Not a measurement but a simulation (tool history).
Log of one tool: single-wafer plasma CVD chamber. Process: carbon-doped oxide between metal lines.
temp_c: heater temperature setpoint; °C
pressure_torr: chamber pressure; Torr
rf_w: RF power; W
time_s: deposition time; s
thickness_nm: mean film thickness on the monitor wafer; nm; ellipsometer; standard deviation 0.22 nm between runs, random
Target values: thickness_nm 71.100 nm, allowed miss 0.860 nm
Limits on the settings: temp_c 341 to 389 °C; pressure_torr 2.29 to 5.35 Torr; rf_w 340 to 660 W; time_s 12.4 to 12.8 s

run,hour,temp_c,pressure_torr,rf_w,time_s,thickness_nm
1,0.0,365,3.82,500,12.4,61.169
2,5.6,361,4.18,515,12.4,63.665
3,6.5,361,4.18,480,12.4,60.372
4,10.5,361,3.58,480,12.4,58.655
5,18.2,355,3.58,480,12.4,59.632
6,19.0,355,3.58,515,12.4,64.038
7,27.4,352,3.90,520,12.4,65.255
8,29.9,345,4.65,575,12.4,74.078
9,33.2,348,4.57,575,12.4,73.693
10,41.0,351,4.49,575,12.4,73.017
11,49.5,353,4.42,575,12.4,72.125
12,54.5,354,4.39,575,12.4,72.309

Pick the move, out of 4, that brings all results within their allowed miss; only one does.
A,59.5,343,4.12,550,12.8,?
B,59.5,361,4.99,550,12.7,?
C,59.5,342,3.87,575,12.4,?
D,59.5,359,4.50,590,12.4,?

move,thickness_nm
A,72.850
B,70.675
C,73.033
D,72.714
A: misses by more than the last run did
B: hits every target within its allowed miss
C: misses by more than the last run did
D: misses by more than the last run did
The right move is B.
